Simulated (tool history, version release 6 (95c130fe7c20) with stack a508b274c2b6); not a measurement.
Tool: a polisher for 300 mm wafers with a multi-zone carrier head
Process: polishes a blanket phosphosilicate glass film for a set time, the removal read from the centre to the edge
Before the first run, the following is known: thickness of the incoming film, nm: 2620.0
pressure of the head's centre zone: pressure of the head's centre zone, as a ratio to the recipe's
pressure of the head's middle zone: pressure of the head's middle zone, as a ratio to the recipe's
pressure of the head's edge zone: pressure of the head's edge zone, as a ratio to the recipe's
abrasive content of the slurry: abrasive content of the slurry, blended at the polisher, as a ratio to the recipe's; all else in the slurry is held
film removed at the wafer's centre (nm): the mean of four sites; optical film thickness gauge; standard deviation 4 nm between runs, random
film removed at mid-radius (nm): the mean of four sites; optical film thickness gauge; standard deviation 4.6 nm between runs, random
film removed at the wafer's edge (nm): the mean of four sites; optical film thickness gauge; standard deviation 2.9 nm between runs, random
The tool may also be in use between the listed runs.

run  hour  flow of slurry (ml/min)  pressure of the head's centre zone  pressure of the head's middle zone  pressure of the head's edge zone  abrasive content of the slurry  polishing time (s)  film removed at the wafer's centre (nm)  film removed at mid-radius (nm)  film removed at the wafer's edge (nm)
  1   0.0                      245                                1.00                                1.00                              1.00                             1.0                  57                                   315.95                           325.84                                 342.55
  2   2.5                      305                                1.00                                1.00                              1.00                             1.0                  57                                   319.02                           340.32                                 353.04
  3   4.0                      260                                1.00                                1.00                              1.00                             1.0                  57                                   311.41                           349.72                                 339.99
  4  12.7                      285                                1.00                                1.00                              1.00                             1.0                  57                                   315.92                           348.11                                 346.79
  5  13.2                      285                                1.08                                1.00                              1.00                             1.0                  57                                   348.23                           337.40                                 348.36
  6  16.3                      285                                1.08                                1.00                              1.00                             1.0                  71                                   424.94                           415.97                                 433.19

Run 7, settings as shown, results not yet in. Your forecast:
     22.3  -- centre zone pressure recalibrated
  7  22.3                      280                                1.05                                1.00                              0.98                             0.9                  70                                        ?                                ?                                      ?

Logged for run 7: film removed at the wafer's centre (nm) 426.37, film removed at mid-radius (nm) 404.44, film removed at the wafer's edge (nm) 400.91.
